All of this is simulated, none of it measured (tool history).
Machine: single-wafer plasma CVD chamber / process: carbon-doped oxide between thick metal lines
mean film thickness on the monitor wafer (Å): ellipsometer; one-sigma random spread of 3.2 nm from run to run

run,hour,heater temperature setpoint (K),chamber pressure (mTorr),RF power (kW),deposition time (s),mean film thickness on the monitor wafer (Å)
1,0,648.15,5340,0.385,159,6463.9
2,8.5,648.15,6160,0.385,159,6620.4
3,14,648.15,5320,0.385,159,6510.7
4,16.3,648.15,5320,0.385,159,6533.6
5,19.3,648.15,5370,0.41,160,6799.8
# hour 23.7: RF generator calibrated
6,23.7,648.15,5500,0.435,161,7548.5

Predict the results of run 7:
7,31.4,648.15,5650,0.44,161,?

{"run 7": {"mean film thickness on the monitor wafer (Å)": 7636.4}}
